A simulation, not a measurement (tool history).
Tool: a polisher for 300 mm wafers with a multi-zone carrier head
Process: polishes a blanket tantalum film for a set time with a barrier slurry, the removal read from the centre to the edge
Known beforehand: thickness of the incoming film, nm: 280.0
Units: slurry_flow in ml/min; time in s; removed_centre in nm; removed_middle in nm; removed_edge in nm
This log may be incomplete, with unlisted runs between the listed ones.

run	hour	slurry_flow	centre_zone	middle_zone	edge_zone	slurry_solids	time	removed_centre	removed_middle	removed_edge
1	0	225	1	1	1	1	54	61.262	62.602	59.672
2	1.4	225	1	0.96	1	1	54	61.667	59.718	60.27
3	6.3	220	0.98	0.93	0.96	0.85	53	56.045	54.583	54.908
4	8.2	210	0.97	0.89	0.93	0.75	53	50.635	48.184	50.704
5	16.7	200	0.98	0.88	0.92	0.75	53	52.065	48.582	49.961
6	25.3	200	0.98	0.88	0.86	0.75	53	52.877	50.205	48.813

What will run 7 give?
7	32.1	170	0.95	0.81	0.91	0.65	53	?	?	?

Run 7 gave removed_centre 46.138 nm, removed_middle 40.73 nm, removed_edge 45.478 nm.
